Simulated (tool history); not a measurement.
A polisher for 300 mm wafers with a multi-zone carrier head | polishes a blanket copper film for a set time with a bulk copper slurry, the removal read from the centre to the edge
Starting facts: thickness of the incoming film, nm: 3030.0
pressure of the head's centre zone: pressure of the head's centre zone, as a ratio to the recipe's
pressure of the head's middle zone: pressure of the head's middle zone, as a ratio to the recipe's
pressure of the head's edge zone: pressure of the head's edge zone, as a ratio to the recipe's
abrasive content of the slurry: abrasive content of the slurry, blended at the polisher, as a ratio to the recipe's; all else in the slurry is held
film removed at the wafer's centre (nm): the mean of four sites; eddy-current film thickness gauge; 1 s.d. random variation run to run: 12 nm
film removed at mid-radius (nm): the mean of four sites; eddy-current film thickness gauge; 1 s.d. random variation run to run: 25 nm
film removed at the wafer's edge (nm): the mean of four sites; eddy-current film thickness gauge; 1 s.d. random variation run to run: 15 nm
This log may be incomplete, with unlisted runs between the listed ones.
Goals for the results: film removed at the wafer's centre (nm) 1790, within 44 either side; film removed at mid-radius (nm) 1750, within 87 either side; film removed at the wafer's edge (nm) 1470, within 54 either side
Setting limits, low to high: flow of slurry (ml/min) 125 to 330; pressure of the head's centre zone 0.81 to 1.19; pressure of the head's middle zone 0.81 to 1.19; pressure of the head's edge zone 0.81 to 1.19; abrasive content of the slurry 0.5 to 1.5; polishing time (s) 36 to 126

run  hour  flow of slurry (ml/min)  pressure of the head's centre zone  pressure of the head's middle zone  pressure of the head's edge zone  abrasive content of the slurry  polishing time (s)  film removed at the wafer's centre (nm)  film removed at mid-radius (nm)  film removed at the wafer's edge (nm)
  1     0                      210                                   1                                   1                                 1                               1                  81                                     1253                           1226.5                                 1291.3
  2   3.9                      225                                1.03                                1.04                              0.99                             1.1                  82                                   1358.8                           1332.7                                 1323.2
  3   4.9                      235                                1.06                                1.07                                 1                            1.15                  82                                   1390.5                           1400.1                                 1344.8
  4   6.4                      245                                1.09                                1.08                              0.99                             1.2                  83                                   1476.1                           1403.5                                   1348
  5  14.2                      245                                1.09                                1.08                              0.99                             1.2                 102                                   1808.2                           1754.8                                   1674
  6  17.5                      245                                1.09                                1.13                              0.99                             1.2                 102                                   1825.5                           1819.9                                   1709
  7  25.7                      250                                 1.1                                1.14                              0.95                            1.15                 101                                   1793.1                           1803.5                                   1617
  8  34.1                      250                                1.11                                1.14                              0.93                            1.15                 101                                   1817.3                           1829.4                                 1622.4
  9  37.6                      250                                1.12                                1.14                              0.91                             1.1                 101                                   1796.9                           1783.4                                 1575.4
 10  46.1                      250                                1.13                                1.14                              0.89                             1.1                 101                                   1809.4                           1805.9                                 1561.8
 11  50.1                      250                                1.14                                1.14                              0.88                             1.1                 101                                   1844.8                           1798.8                                 1568.4
 12  56.4                      250                                1.14                                1.14                              0.87                            1.05                 101                                     1817                           1788.9                                 1529.2

Consider the 5 candidate settings below. Which is the only one whose results all fall within their allowed miss of target?
  A  62.7                      265                                1.17                                1.12                              0.81                            1.15                  99                                        ?                                ?                                      ?
  B  62.7                      300                                1.19                                1.19                              0.81                             0.9                  94                                        ?                                ?                                      ?
  C  62.7                      305                                1.11                                1.12                              0.81                             1.3                  95                                        ?                                ?                                      ?
  D  62.7                      205                                1.16                                1.14                              0.96                             1.1                 101                                        ?                                ?                                      ?
  E  62.7                      300                                1.14                                1.01                              0.83                             1.1                  97                                        ?                                ?                                      ?

move  film removed at the wafer's centre (nm)  film removed at mid-radius (nm)  film removed at the wafer's edge (nm)
   A                                   1867.3                           1723.2                                 1495.1
   B                                   1762.7                           1684.5                                 1381.5
   C                                   1770.9                           1711.7                                 1479.4
   D                                   1808.7                           1713.9                                 1595.4
   E                                   1799.6                           1556.1                                 1487.5
A: brings the last run's worst result on target, with another outside its allowed miss
B: pushes the last run's worst result past its target
C: in spec on every target
D: misses by more than the last run did
E: brings the last run's worst result on target, with another outside its allowed miss
C meets every target.

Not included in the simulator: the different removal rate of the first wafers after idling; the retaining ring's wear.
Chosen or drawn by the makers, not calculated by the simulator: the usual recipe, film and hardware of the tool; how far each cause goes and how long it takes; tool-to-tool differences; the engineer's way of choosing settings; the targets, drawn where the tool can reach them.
